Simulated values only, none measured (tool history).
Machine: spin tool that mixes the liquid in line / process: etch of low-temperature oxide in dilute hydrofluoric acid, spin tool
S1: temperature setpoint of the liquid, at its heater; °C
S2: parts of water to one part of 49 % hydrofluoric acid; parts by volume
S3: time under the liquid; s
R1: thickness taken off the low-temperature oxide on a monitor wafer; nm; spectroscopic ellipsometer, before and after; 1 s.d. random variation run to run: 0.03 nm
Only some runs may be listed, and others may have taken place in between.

run,hour,S1,S2,S3,R1
1,0.0,25.0,160,165,10.414
2,2.4,25.0,115,165,15.414
3,6.5,25.0,115,165,15.435
4,10.1,25.0,70,165,26.896
5,19.0,25.0,95,165,19.128
6,25.1,23.5,110,165,15.352
7,29.2,22.0,120,165,13.071

Expected results for the next run?
8,32.4,21.0,125,165,?

{"run 8": {"R1": 11.958}}

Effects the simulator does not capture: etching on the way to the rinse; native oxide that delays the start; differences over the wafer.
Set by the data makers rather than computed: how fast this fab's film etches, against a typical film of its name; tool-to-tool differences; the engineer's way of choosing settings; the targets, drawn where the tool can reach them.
